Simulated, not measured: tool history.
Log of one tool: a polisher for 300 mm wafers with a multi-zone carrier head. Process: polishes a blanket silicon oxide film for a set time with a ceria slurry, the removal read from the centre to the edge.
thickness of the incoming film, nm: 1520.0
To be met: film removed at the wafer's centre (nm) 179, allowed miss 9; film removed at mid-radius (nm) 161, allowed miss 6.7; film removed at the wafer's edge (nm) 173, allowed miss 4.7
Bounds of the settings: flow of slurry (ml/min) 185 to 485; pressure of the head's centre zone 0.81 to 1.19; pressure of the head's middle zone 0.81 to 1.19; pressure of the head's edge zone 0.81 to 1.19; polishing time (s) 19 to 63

| run | day | flow of slurry (ml/min) | pressure of the head's centre zone | pressure of the head's middle zone | pressure of the head's edge zone | polishing time (s) | film removed at the wafer's centre (nm) | film removed at mid-radius (nm) | film removed at the wafer's edge (nm) |
|---|---|---|---|---|---|---|---|---|---|
| 1 | 0 | 310 | 1 | 1 | 1 | 41 | 211.4 | 205.13 | 201.25 |
| 2 | 0.333 | 305 | 0.98 | 0.95 | 0.97 | 40 | 196.86 | 189.09 | 192.29 |
| 3 | 0.471 | 305 | 0.98 | 0.95 | 0.94 | 40 | 191.82 | 192.09 | 192.62 |
| 4 | 0.662 | 305 | 0.98 | 0.95 | 0.94 | 34 | 166.23 | 161.17 | 161.3 |
| 5 | 0.988 | 305 | 1.01 | 0.95 | 0.94 | 34 | 169.45 | 160.69 | 161.21 |
| 6 | 1.046 | 305 | 0.94 | 0.95 | 0.94 | 34 | 159.43 | 160.96 | 162.14 |
| 7 | 1.108 | 315 | 0.96 | 0.94 | 0.97 | 34 | 163.02 | 160.71 | 164.93 |
| 8 | 1.375 | 315 | 0.96 | 0.94 | 0.97 | 34 | 165.07 | 157.86 | 165.43 |
| 9 | 1.529 | 325 | 0.97 | 0.94 | 0.99 | 34 | 166.91 | 162.55 | 166.61 |
| 10 | 1.671 | 325 | 0.99 | 0.93 | 1.01 | 34 | 173.55 | 161.3 | 166.75 |
| 11 | 1.933 | 335 | 0.99 | 0.9 | 1.07 | 35 | 177.14 | 159.6 | 177.8 |

5 next moves are on the table. One of them brings every result within its allowed miss. Which?
| A | 2.196 | 370 | 0.91 | 0.88 | 0.97 | 38 | ? | ? | ? |
| B | 2.196 | 300 | 1.05 | 0.85 | 1.13 | 35 | ? | ? | ? |
| C | 2.196 | 300 | 0.99 | 0.88 | 1.15 | 36 | ? | ? | ? |
| D | 2.196 | 245 | 1.08 | 0.98 | 1.16 | 33 | ? | ? | ? |
| E | 2.196 | 430 | 1.04 | 0.88 | 1.18 | 34 | ? | ? | ? |

| move | film removed at the wafer's centre (nm) | film removed at mid-radius (nm) | film removed at the wafer's edge (nm) |
|---|---|---|---|
| A | 179.83 | 172.89 | 184.32 |
| B | 188.21 | 152.34 | 181.07 |
| C | 182.49 | 161.29 | 187.86 |
| D | 179.57 | 159.12 | 170.67 |
| E | 186.01 | 156.02 | 183.21 |
A: further off than the last run
B: further off than the last run
C: further off than the last run
D: meets every target
E: further off than the last run
The right move is D.
